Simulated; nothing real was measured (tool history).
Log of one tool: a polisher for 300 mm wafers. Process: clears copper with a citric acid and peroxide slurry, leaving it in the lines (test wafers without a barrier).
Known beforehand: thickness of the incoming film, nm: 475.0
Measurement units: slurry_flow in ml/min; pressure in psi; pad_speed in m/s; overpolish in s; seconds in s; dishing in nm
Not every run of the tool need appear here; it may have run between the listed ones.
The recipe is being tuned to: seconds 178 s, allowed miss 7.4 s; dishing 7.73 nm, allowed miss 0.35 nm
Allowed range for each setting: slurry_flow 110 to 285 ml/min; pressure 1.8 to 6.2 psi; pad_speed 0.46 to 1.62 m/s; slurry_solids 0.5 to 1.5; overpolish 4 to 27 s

run 1 hour=0 | slurry_flow=180 pressure=4 pad_speed=1.04 slurry_solids=1 overpolish=14 | seconds=151.09 dishing=13.998
run 2 hour=7.7 | slurry_flow=175 pressure=3.6 pad_speed=1.1 slurry_solids=0.95 overpolish=11 | seconds=160.9 dishing=12.273
run 3 hour=10.2 | slurry_flow=175 pressure=3.6 pad_speed=1.1 slurry_solids=1.15 overpolish=11 | seconds=153.98 dishing=12.834
run 4 hour=15.9 | slurry_flow=175 pressure=4.2 pad_speed=1.1 slurry_solids=1.15 overpolish=11 | seconds=135.8 dishing=13.411
run 5 hour=18.2 | slurry_flow=160 pressure=3.6 pad_speed=1.22 slurry_solids=1 overpolish=9 | seconds=146.61 dishing=12.196
run 6 hour=24.6 | slurry_flow=180 pressure=3.6 pad_speed=1.22 slurry_solids=1 overpolish=9 | seconds=144.33 dishing=12.42
run 7 hour=29.8 | slurry_flow=130 pressure=2.5 pad_speed=1.42 slurry_solids=0.85 overpolish=4 | seconds=168.64 dishing=6.6103
run 8 hour=31.2 | slurry_flow=140 pressure=2.5 pad_speed=1.4 slurry_solids=0.9 overpolish=4 | seconds=171.1 dishing=6.6741
run 9 hour=34.8 | slurry_flow=140 pressure=2.5 pad_speed=1.4 slurry_solids=0.9 overpolish=4 | seconds=172.46 dishing=6.7513
run 10 hour=42.3 | slurry_flow=150 pressure=2.5 pad_speed=1.38 slurry_solids=0.9 overpolish=4 | seconds=171 dishing=6.8588
run 11 hour=49 | slurry_flow=150 pressure=2.3 pad_speed=1.36 slurry_solids=0.9 overpolish=10 | seconds=186.02 dishing=11.295
run 12 hour=51.5 | slurry_flow=150 pressure=2.4 pad_speed=1.34 slurry_solids=0.85 overpolish=9 | seconds=190.3 dishing=10.693
run 13 hour=56.9 | slurry_flow=145 pressure=2.4 pad_speed=1.34 slurry_solids=0.9 overpolish=8 | seconds=186.16 dishing=10.242
run 14 hour=58.6 | slurry_flow=145 pressure=2.5 pad_speed=1.34 slurry_solids=0.85 overpolish=8 | seconds=180.53 dishing=10.048
run 15 hour=61.6 | slurry_flow=145 pressure=2.5 pad_speed=1.34 slurry_solids=0.85 overpolish=8 | seconds=178.76 dishing=10.069
run 16 hour=62.6 | slurry_flow=145 pressure=2.5 pad_speed=1.34 slurry_solids=0.9 overpolish=8 | seconds=179.02 dishing=10.291
run 17 hour=67.3 | slurry_flow=135 pressure=2.2 pad_speed=1.46 slurry_solids=0.65 overpolish=4 | seconds=196.53 dishing=6.0838
run 18 hour=70.5 | slurry_flow=135 pressure=2.2 pad_speed=1.44 slurry_solids=0.7 overpolish=4 | seconds=196.32 dishing=6.2474
run 19 hour=72.4 | slurry_flow=150 pressure=2.5 pad_speed=1.42 slurry_solids=0.9 overpolish=10 | seconds=167.02 dishing=11.9
run 20 hour=79.3 | slurry_flow=150 pressure=2.6 pad_speed=1.42 slurry_solids=0.85 overpolish=9 | seconds=163.96 dishing=11.277
run 21 hour=82.7 | slurry_flow=135 pressure=3.6 pad_speed=1.14 slurry_solids=0.6 overpolish=4 | seconds=170.48 dishing=6.7363
run 22 hour=83.4 | slurry_flow=140 pressure=3.1 pad_speed=1.2 slurry_solids=0.7 overpolish=6 | seconds=179.8 dishing=8.5406

Of the 5 settings listed for the next run, only one would bring every result within its allowed miss of target. Which one?
run A hour=84.1 | slurry_flow=140 pressure=3.1 pad_speed=1.42 slurry_solids=0.6 overpolish=5 | seconds=? dishing=?
run B hour=84.1 | slurry_flow=115 pressure=3.3 pad_speed=1.2 slurry_solids=0.6 overpolish=6 | seconds=? dishing=?
run C hour=84.1 | slurry_flow=150 pressure=3 pad_speed=1.22 slurry_solids=0.75 overpolish=6 | seconds=? dishing=?
run D hour=84.1 | slurry_flow=155 pressure=3.4 pad_speed=1.2 slurry_solids=0.65 overpolish=6 | seconds=? dishing=?
run E hour=84.1 | slurry_flow=135 pressure=2.7 pad_speed=1.42 slurry_solids=0.5 overpolish=5 | seconds=? dishing=?

move=A seconds=156.16 dishing=8.483
move=B seconds=179.56 dishing=8.7332
move=C seconds=177.04 dishing=8.808
move=D seconds=167.29 dishing=9.1379
move=E seconds=178.91 dishing=7.7293
A: lands further from the targets than the last run did
B: lands further from the targets than the last run did
C: lands further from the targets than the last run did
D: lands further from the targets than the last run did
E: every result within its allowed miss
The move that meets every target is E.
